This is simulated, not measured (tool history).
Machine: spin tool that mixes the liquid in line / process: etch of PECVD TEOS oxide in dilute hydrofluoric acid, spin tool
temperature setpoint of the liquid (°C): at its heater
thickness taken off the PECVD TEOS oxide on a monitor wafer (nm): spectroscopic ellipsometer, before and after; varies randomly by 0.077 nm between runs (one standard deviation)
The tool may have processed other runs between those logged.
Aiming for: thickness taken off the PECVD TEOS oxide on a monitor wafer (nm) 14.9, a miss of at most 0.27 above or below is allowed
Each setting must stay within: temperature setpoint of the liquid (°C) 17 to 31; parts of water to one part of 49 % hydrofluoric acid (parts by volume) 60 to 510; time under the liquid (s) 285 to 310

run,day,temperature setpoint of the liquid (°C),parts of water to one part of 49 % hydrofluoric acid (parts by volume),time under the liquid (s),thickness taken off the PECVD TEOS oxide on a monitor wafer (nm)
1,0,23,285,285,18.961
2,0.346,20,285,285,16.808
3,0.458,21.5,285,285,17.861
4,0.533,20.5,285,285,17.266
5,0.621,22.5,285,285,18.467
6,0.95,21.5,285,285,17.868
7,1.188,20.5,285,285,17.184
8,1.312,20,285,285,16.954
9,1.667,17,295,285,14.392

Which one of the following 4 next-run settings gets every result inside its allowed miss? There is exactly one.
A,2.021,17,320,300,?
B,2.021,17,305,285,?
C,2.021,17,310,285,?
D,2.021,17.5,315,310,?

move,thickness taken off the PECVD TEOS oxide on a monitor wafer (nm)
A,13.779
B,13.905
C,13.624
D,14.799
A: further off than the last run
B: further off than the last run
C: further off than the last run
D: every result lands within tolerance
Answer: D

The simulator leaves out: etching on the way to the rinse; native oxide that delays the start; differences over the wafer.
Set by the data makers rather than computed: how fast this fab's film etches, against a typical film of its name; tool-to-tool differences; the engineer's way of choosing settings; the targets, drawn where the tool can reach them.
